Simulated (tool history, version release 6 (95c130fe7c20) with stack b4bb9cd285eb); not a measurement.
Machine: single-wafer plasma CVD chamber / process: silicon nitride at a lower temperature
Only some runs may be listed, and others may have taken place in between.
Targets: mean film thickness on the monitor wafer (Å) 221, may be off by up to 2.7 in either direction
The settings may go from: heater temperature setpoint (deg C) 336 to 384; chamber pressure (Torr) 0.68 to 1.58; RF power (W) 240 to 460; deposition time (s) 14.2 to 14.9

run	hour	heater temperature setpoint (deg C)	chamber pressure (Torr)	RF power (W)	deposition time (s)	mean film thickness on the monitor wafer (Å)
1	0	360	1.13	350	14.9	188.33
2	4.3	360	1.22	355	14.9	195.36
3	9.2	360	1.29	360	14.9	201.74
4	17.7	360	1.39	360	14.9	204.3
5	23	360	1.39	360	14.2	196.65
6	31.7	360	1.51	360	14.2	201.28
7	39.1	360	1.52	370	14.2	206.21
8	40	360	1.52	370	14.2	206.1
9	46.3	360	1.53	375	14.2	208.76
10	52.4	360	1.54	380	14.2	212.24
11	60.8	360	1.55	385	14.2	215.24
12	67.8	360	1.56	385	14.2	213.42
13	75.8	360	1.58	405	14.2	224.9
14	77.3	360	1.57	405	14.2	224.66

5 next moves are on the table. One of them brings every result within its allowed miss. Which?
A	78.8	358	1.53	410	14.4	?
B	78.8	371	1.58	385	14.9	?
C	78.8	356	1.52	395	14.4	?
D	78.8	361	1.5	415	14.6	?
E	78.8	362	1.58	400	14.5	?

move	mean film thickness on the monitor wafer (Å)
A	227.61
B	224.71
C	220.58
D	231.52
E	226.35
A: further off than the last run
B: about as far from the targets as the last run
C: every result lands within tolerance
D: further off than the last run
E: further off than the last run
C meets every target.
